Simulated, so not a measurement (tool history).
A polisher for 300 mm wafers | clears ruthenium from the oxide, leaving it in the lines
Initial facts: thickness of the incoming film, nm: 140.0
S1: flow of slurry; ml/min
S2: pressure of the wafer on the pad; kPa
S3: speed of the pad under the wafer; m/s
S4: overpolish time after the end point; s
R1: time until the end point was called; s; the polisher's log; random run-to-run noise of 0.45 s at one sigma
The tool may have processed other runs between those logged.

run	day	S1	S2	S3	S4	R1
1	0	235	17.2	1.1	38	88.052
2	0.362	235	15.9	1.1	38	94.808
3	0.475	235	15.9	0.86	38	121.44
4	0.754	235	18.6	0.86	38	103.2
5	0.892	235	18.6	0.72	38	123.56
6	1.125	235	16.5	0.72	38	136.11
7	1.154	240	18.6	0.8	38	109.02

Forecast run 8:
8	1.204	265	23.4	1.1	38	?

Run 8 yielded R1 64.745 s.

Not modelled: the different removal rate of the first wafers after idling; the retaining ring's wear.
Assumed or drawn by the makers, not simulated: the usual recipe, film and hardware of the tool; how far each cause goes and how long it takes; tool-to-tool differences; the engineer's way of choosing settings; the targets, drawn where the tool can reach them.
